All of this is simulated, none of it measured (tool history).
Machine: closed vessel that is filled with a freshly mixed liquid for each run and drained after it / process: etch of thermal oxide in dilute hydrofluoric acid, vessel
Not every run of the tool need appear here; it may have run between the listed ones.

| run | day | temperature setpoint of the liquid (C) | parts of water to one part of 49 % hydrofluoric acid (parts by volume) | time in the liquid (s) | thickness taken off the thermal oxide on a monitor wafer (angstrom) |
|---|---|---|---|---|---|
| 1 | 0.000 | 24.0 | 50 | 140 | 118.19 |
| 2 | 0.212 | 26.5 | 50 | 140 | 131.54 |
| 3 | 0.300 | 26.5 | 60 | 140 | 107.95 |
| 4 | 0.575 | 28.5 | 55 | 140 | 128.45 |
| 5 | 0.829 | 29.5 | 50 | 140 | 148.23 |
| 6 | 0.971 | 29.5 | 60 | 140 | 121.95 |
| 7 | 1.288 | 29.5 | 60 | 140 | 121.10 |

Run 8 comes next. What will it give?
| 8 | 1.467 | 30.5 | 55 | 140 | ? |

thickness taken off the thermal oxide on a monitor wafer (angstrom): 138.95
